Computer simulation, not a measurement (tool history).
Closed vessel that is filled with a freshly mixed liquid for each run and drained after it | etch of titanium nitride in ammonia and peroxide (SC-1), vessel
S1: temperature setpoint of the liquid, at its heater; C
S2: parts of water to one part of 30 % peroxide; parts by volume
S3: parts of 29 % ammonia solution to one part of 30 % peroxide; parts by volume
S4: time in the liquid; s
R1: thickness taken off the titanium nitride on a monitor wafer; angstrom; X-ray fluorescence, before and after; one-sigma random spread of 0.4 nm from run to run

{"run": 1, "day": 0.0, "S1": 55, "S2": 21, "S3": 1, "S4": 2310, "R1": 1036.5}
{"run": 2, "day": 0.225, "S1": 52.5, "S2": 21, "S3": 1, "S4": 2310, "R1": 870}
{"run": 3, "day": 0.579, "S1": 50.5, "S2": 21, "S3": 1, "S4": 2310, "R1": 773.06}
{"run": 4, "day": 0.888, "S1": 50.5, "S2": 21, "S3": 1, "S4": 2310, "R1": 757.91}
{"run": 5, "day": 1.133, "S1": 50.5, "S2": 21, "S3": 1.2, "S4": 2310, "R1": 796.27}
{"run": 6, "day": 1.379, "S1": 49, "S2": 21, "S3": 1.2, "S4": 2310, "R1": 718.08}
{"run": 7, "day": 1.712, "S1": 47.5, "S2": 21, "S3": 1.2, "S4": 2310, "R1": 649.53}
{"run": 8, "day": 1.979, "S1": 47.5, "S2": 21, "S3": 1.2, "S4": 2310, "R1": 635.57}
{"run": 9, "day": 2.283, "S1": 46.5, "S2": 21, "S3": 1.2, "S4": 2310, "R1": 598.48}

What will run 10 give?
{"run": 10, "day": 2.521, "S1": 42.5, "S2": 21, "S3": 1.2, "S4": 2310, "R1": "?"}

{"run 10": {"R1": 451.2}}
